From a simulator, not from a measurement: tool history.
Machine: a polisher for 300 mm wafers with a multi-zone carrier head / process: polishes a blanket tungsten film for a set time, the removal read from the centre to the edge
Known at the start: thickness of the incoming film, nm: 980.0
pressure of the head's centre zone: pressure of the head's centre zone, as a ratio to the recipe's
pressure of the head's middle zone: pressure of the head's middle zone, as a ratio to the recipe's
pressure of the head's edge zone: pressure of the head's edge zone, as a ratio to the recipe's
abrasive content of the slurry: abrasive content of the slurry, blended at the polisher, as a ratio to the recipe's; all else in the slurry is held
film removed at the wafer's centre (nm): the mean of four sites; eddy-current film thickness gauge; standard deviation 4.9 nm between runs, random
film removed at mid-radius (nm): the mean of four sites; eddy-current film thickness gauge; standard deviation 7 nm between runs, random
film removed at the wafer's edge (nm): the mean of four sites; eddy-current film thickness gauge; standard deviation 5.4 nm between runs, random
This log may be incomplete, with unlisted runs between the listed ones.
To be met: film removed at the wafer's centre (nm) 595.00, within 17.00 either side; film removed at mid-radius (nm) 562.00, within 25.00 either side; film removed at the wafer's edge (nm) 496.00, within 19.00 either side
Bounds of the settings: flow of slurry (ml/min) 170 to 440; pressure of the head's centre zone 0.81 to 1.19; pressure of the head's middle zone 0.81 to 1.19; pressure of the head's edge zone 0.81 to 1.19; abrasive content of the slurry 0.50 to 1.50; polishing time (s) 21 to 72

run  hour  flow of slurry (ml/min)  pressure of the head's centre zone  pressure of the head's middle zone  pressure of the head's edge zone  abrasive content of the slurry  polishing time (s)  film removed at the wafer's centre (nm)  film removed at mid-radius (nm)  film removed at the wafer's edge (nm)
  1   0.0                      280                                1.00                                1.00                              1.00                            1.00                  46                                   364.24                           347.78                                 349.30
  2   6.6                      230                                1.00                                1.00                              1.00                            1.00                  46                                   352.19                           341.92                                 343.24
  3   9.4                      280                                1.00                                1.00                              1.00                            1.00                  46                                   358.82                           346.21                                 353.78
  4  11.2                      280                                1.00                                0.97                              1.00                            1.00                  46                                   359.36                           337.73                                 362.09
     19.6  -- edge zone pressure recalibrated
  5  19.6                      300                                1.03                                1.02                              1.02                            1.15                  49                                   402.75                           398.83                                 397.70
  6  26.9                      315                                1.08                                1.04                              0.99                            1.25                  52                                   465.44                           430.95                                 435.33
  7  28.3                      320                                1.11                                1.09                              0.97                            1.35                  54                                   502.20                           475.34                                 458.15
  8  36.7                      330                                1.14                                1.12                              0.95                            1.40                  55                                   533.98                           496.26                                 465.53
  9  44.0                      340                                1.15                                1.14                              0.94                            1.45                  56                                   544.02                           524.29                                 479.50
 10  47.9                      340                                1.16                                1.15                              0.92                            1.45                  57                                   562.53                           525.68                                 485.08
 11  51.6                      350                                1.17                                1.16                              0.91                            1.45                  57                                   572.54                           533.77                                 471.59

Of the 4 settings listed for the next run, only one would bring every result within its allowed miss of target. Which one?
  A  55.3                      360                                1.05                                1.14                              0.86                            1.50                  62                                        ?                                ?                                      ?
  B  55.3                      360                                1.14                                1.16                              0.88                            1.50                  60                                        ?                                ?                                      ?
  C  55.3                      340                                1.15                                1.11                              1.02                            1.50                  56                                        ?                                ?                                      ?
  D  55.3                      345                                1.19                                1.19                              0.81                            1.50                  56                                        ?                                ?                                      ?

move  film removed at the wafer's centre (nm)  film removed at mid-radius (nm)  film removed at the wafer's edge (nm)
   A                                   565.16                           581.51                                 512.84
   B                                   591.27                           569.95                                 499.87
   C                                   553.29                           511.95                                 489.11
   D                                   572.64                           540.36                                 453.03
A: further off than the last run
B: hits every target within its allowed miss
C: further off than the last run
D: further off than the last run
So the answer is move B, the one that meets all the targets.
